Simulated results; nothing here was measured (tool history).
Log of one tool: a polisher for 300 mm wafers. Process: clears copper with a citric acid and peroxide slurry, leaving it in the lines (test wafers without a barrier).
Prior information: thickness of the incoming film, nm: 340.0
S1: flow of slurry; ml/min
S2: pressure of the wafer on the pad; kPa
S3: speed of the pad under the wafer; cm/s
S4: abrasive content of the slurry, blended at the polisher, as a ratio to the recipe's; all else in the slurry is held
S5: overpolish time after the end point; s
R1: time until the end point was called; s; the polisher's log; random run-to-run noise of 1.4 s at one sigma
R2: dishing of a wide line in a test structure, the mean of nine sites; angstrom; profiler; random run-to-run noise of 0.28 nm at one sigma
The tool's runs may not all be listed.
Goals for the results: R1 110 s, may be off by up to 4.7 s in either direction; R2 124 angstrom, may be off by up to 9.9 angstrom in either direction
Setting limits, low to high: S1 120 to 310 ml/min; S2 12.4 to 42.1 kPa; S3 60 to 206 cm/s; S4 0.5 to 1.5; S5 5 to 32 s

Run 1, hour 0: S1 200 ml/min, S2 26.9 kPa, S3 132 cm/s, S4 1, S5 16 s. Result: R1 109.42 s, R2 317.68 angstrom.
Run 2, hour 6.1: S1 200 ml/min, S2 26.9 kPa, S3 132 cm/s, S4 1.1, S5 16 s. Result: R1 107.8 s, R2 319.01 angstrom.
Run 3, hour 12.2: S1 200 ml/min, S2 24.8 kPa, S3 136 cm/s, S4 1.2, S5 13 s. Result: R1 112 s, R2 257.35 angstrom.
Run 4, hour 13.8: S1 200 ml/min, S2 22.1 kPa, S3 136 cm/s, S4 1.2, S5 13 s. Result: R1 123.74 s, R2 251.81 angstrom.
Run 5, hour 17.3: S1 200 ml/min, S2 22.1 kPa, S3 136 cm/s, S4 1.35, S5 13 s. Result: R1 124.01 s, R2 257.66 angstrom.
At hour 18.2: slurry nozzle cleaned.
Run 6, hour 18.2: S1 200 ml/min, S2 24.8 kPa, S3 136 cm/s, S4 1.35, S5 13 s. Result: R1 105.2 s, R2 279.67 angstrom.
Run 7, hour 21.7: S1 185 ml/min, S2 26.2 kPa, S3 136 cm/s, S4 1.1, S5 11 s. Result: R1 104.26 s, R2 243.14 angstrom.
Run 8, hour 26.3: S1 165 ml/min, S2 26.2 kPa, S3 136 cm/s, S4 0.95, S5 9 s. Result: R1 108.36 s, R2 216 angstrom.

5 candidate next runs follow, results not yet known. Just one meets every target within its allowed miss. Identify it.
Run A, hour 30.9: S1 165 ml/min, S2 26.2 kPa, S3 128 cm/s, S4 1, S5 23 s. Result: R1 ?, R2 ?.
Run B, hour 30.9: S1 140 ml/min, S2 23.4 kPa, S3 148 cm/s, S4 0.95, S5 15 s. Result: R1 ?, R2 ?.
Run C, hour 30.9: S1 180 ml/min, S2 25.5 kPa, S3 138 cm/s, S4 1, S5 22 s. Result: R1 ?, R2 ?.
Run D, hour 30.9: S1 130 ml/min, S2 27.6 kPa, S3 130 cm/s, S4 1.2, S5 11 s. Result: R1 ?, R2 ?.
Run E, hour 30.9: S1 195 ml/min, S2 29.6 kPa, S3 114 cm/s, S4 0.95, S5 5 s. Result: R1 ?, R2 ?.

move      R1      R2
   A  110.62  386.64
   B   109.3  296.07
   C  104.83  388.23
   D  102.95  247.66
   E  109.01  122.64
A: further off than the last run
B: further off than the last run
C: further off than the last run
D: further off than the last run
E: every result lands within tolerance
So the answer is move E, the one that meets all the targets.
